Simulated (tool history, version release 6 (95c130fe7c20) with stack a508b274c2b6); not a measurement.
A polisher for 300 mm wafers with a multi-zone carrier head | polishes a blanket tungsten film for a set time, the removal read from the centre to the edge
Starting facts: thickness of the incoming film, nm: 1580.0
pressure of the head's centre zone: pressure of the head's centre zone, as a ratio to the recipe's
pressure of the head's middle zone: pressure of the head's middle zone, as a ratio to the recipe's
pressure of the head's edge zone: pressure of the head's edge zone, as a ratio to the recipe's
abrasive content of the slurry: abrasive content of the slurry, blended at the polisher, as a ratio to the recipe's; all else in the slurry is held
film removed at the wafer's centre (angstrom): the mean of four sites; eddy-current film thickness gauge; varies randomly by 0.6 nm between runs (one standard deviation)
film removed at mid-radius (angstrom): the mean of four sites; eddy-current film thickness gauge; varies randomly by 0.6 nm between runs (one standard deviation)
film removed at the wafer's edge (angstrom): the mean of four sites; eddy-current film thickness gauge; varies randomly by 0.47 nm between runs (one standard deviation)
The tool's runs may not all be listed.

run	day	flow of slurry (ml/min)	pressure of the head's centre zone	pressure of the head's middle zone	pressure of the head's edge zone	abrasive content of the slurry	polishing time (s)	film removed at the wafer's centre (angstrom)	film removed at mid-radius (angstrom)	film removed at the wafer's edge (angstrom)
1	0.000	265	1.00	1.00	1.00	1.0	31	1028.80	996.19	1022.80
2	0.267	265	1.00	1.00	0.94	1.0	31	1029.20	993.01	992.20
3	0.579	265	1.00	1.00	0.94	0.8	31	1010.40	963.74	958.64
4	0.883	265	1.00	1.03	0.94	0.8	31	1004.40	991.81	947.28
5	1.125	240	1.00	1.03	0.94	0.8	31	972.83	958.07	939.56
6	1.433	240	1.00	1.03	0.94	0.7	31	963.89	958.15	917.44

Run 7 is up next; what results do you expect?
7	1.538	205	0.90	0.93	0.92	0.5	22	?	?	?

{"run 7": {"film removed at the wafer's centre (angstrom)": 571.8, "film removed at mid-radius (angstrom)": 583.77, "film removed at the wafer's edge (angstrom)": 604.69}}

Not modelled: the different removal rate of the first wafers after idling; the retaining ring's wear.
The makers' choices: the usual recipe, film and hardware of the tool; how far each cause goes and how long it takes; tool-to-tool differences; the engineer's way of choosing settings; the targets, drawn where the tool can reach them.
